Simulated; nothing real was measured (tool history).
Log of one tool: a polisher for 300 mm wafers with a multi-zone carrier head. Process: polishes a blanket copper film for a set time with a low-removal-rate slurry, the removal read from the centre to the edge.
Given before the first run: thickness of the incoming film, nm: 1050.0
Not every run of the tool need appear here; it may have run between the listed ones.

| run | hour | flow of slurry (ml/min) | pressure of the head's centre zone | pressure of the head's middle zone | pressure of the head's edge zone | abrasive content of the slurry | polishing time (s) | film removed at the wafer's centre (Å) | film removed at mid-radius (Å) | film removed at the wafer's edge (Å) |
|---|---|---|---|---|---|---|---|---|---|---|
| 1 | 0 | 145 | 1 | 1 | 1 | 1 | 81 | 1758.6 | 1693 | 1788.3 |
| 2 | 3.6 | 145 | 1 | 0.94 | 1 | 1 | 81 | 1743.4 | 1618.1 | 1780.9 |
| 3 | 9.8 | 145 | 1 | 0.94 | 0.92 | 1 | 81 | 1770.7 | 1622 | 1708.1 |
| 4 | 13.7 | 180 | 1 | 0.94 | 0.92 | 1 | 81 | 1882.3 | 1686.2 | 1754.6 |
| 5 | 18.6 | 180 | 1.02 | 0.96 | 0.98 | 1.15 | 87 | 2026.2 | 1898.8 | 1983.5 |
| 6 | 25.2 | 180 | 1.02 | 0.96 | 0.98 | 1 | 87 | 1959.1 | 1842.4 | 1927 |
| 7 | 32.6 | 180 | 1.06 | 0.95 | 1.01 | 1.15 | 94 | 2313.7 | 2014.4 | 2170.9 |
| 8 | 35.4 | 180 | 1.07 | 0.97 | 1.05 | 1.25 | 98 | 2389.8 | 2178.9 | 2325.2 |
| 9 | 41.9 | 185 | 1.08 | 0.97 | 1.08 | 1.35 | 101 | 2588.1 | 2301.5 | 2492.5 |
| 10 | 48.9 | 190 | 1.08 | 0.97 | 1.11 | 1.4 | 103 | 2735.3 | 2344.3 | 2623.1 |
| 11 | 54.7 | 195 | 1.07 | 0.99 | 1.13 | 1.45 | 104 | 2741.6 | 2462.6 | 2676.8 |

Predict the results of run 12:
| 12 | 61 | 200 | 1.07 | 0.99 | 1.15 | 1.45 | 105 | ? | ? | ? |

film removed at the wafer's centre (Å): 2807
film removed at mid-radius (Å): 2469.1
film removed at the wafer's edge (Å): 2770.2
